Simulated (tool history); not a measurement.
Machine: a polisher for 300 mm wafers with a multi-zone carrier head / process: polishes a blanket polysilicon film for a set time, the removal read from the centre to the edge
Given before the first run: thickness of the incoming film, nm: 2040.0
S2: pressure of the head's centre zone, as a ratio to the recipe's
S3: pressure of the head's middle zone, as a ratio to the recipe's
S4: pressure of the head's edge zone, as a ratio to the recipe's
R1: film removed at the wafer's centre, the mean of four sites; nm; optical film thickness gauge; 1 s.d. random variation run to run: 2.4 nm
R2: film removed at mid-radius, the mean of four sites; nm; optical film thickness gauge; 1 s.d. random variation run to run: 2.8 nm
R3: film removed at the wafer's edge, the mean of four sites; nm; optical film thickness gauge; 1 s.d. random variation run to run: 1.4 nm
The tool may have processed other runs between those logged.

run 1 hour=0.0 | flow_of_slurry_(ml/min)=150 S2=1.00 S3=1.00 S4=1.00 polishing_time_(s)=37 | R1=249.54 R2=242.46 R3=246.19
run 2 hour=3.5 | flow_of_slurry_(ml/min)=150 S2=1.00 S3=1.00 S4=1.00 polishing_time_(s)=43 | R1=283.75 R2=283.42 R3=286.75
run 3 hour=8.1 | flow_of_slurry_(ml/min)=180 S2=1.00 S3=1.00 S4=1.00 polishing_time_(s)=43 | R1=303.78 R2=291.90 R3=294.01
run 4 hour=8.8 | flow_of_slurry_(ml/min)=200 S2=1.00 S3=1.00 S4=1.00 polishing_time_(s)=43 | R1=309.36 R2=294.37 R3=295.46
run 5 hour=10.4 | flow_of_slurry_(ml/min)=220 S2=1.00 S3=1.00 S4=1.00 polishing_time_(s)=43 | R1=308.51 R2=300.49 R3=298.76
run 6 hour=15.3 | flow_of_slurry_(ml/min)=215 S2=1.00 S3=0.99 S4=0.97 polishing_time_(s)=41 | R1=298.66 R2=290.17 R3=283.19
run 7 hour=19.7 | flow_of_slurry_(ml/min)=205 S2=1.00 S3=0.99 S4=0.95 polishing_time_(s)=39 | R1=275.96 R2=273.83 R3=265.64
-- hour=27.5 edge zone pressure recalibrated
run 8 hour=27.5 | flow_of_slurry_(ml/min)=200 S2=1.01 S3=0.99 S4=0.93 polishing_time_(s)=38 | R1=278.91 R2=261.86 R3=258.11
run 9 hour=32.8 | flow_of_slurry_(ml/min)=195 S2=1.01 S3=1.00 S4=0.91 polishing_time_(s)=37 | R1=266.61 R2=249.26 R3=255.24
run 10 hour=40.0 | flow_of_slurry_(ml/min)=200 S2=1.01 S3=0.97 S4=0.95 polishing_time_(s)=36 | R1=259.54 R2=241.93 R3=248.99
run 11 hour=45.7 | flow_of_slurry_(ml/min)=195 S2=1.01 S3=1.00 S4=0.93 polishing_time_(s)=35 | R1=251.51 R2=241.77 R3=241.24

What will run 12 give?
run 12 hour=50.5 | flow_of_slurry_(ml/min)=195 S2=1.02 S3=1.02 S4=0.92 polishing_time_(s)=34 | R1=? R2=? R3=?

Run 12 produced R1 245.73 nm, R2 239.14 nm, R3 233.82 nm.

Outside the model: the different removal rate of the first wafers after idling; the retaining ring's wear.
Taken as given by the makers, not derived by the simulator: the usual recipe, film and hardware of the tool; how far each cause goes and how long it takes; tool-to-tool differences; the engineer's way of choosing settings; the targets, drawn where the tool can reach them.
